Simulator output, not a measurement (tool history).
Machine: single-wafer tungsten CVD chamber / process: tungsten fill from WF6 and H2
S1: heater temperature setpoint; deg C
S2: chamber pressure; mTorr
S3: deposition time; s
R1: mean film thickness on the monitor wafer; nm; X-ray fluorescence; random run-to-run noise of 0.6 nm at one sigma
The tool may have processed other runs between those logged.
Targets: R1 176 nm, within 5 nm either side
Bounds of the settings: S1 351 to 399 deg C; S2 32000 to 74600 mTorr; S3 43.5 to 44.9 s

run 1 hour=0 | S1=375 S2=53300 S3=43.5 | R1=107.01
run 2 hour=8.5 | S1=383 S2=54000 S3=43.5 | R1=128.63
run 3 hour=11.3 | S1=383 S2=54000 S3=44.9 | R1=131.43
run 4 hour=17.2 | S1=388 S2=54400 S3=44.9 | R1=146.51
run 5 hour=20.3 | S1=388 S2=50100 S3=44.9 | R1=141.93
run 6 hour=23.9 | S1=388 S2=50100 S3=44.9 | R1=141.78
run 7 hour=25 | S1=391 S2=50400 S3=44.9 | R1=151.04
run 8 hour=31.1 | S1=393 S2=50600 S3=44.9 | R1=157.17
run 9 hour=32.9 | S1=395 S2=50800 S3=44.9 | R1=163.53
run 10 hour=39 | S1=396 S2=50900 S3=44.9 | R1=167.12
run 11 hour=44.4 | S1=396 S2=50900 S3=44.9 | R1=167.59
run 12 hour=47.7 | S1=397 S2=51000 S3=44.9 | R1=169.8

Which single option among these 4 for the next run brings every result within its allowed miss of target? Just one does.
run A hour=51 | S1=396 S2=53200 S3=43.9 | R1=?
run B hour=51 | S1=397 S2=54100 S3=44.9 | R1=?
run C hour=51 | S1=398 S2=47600 S3=43.6 | R1=?
run D hour=51 | S1=394 S2=52400 S3=43.5 | R1=?

move=A R1=165.12
move=B R1=173.29
move=C R1=163.46
move=D R1=156.46
A: lands further from the targets than the last run did
B: all results in spec
C: lands further from the targets than the last run did
D: lands further from the targets than the last run did
B meets every target.
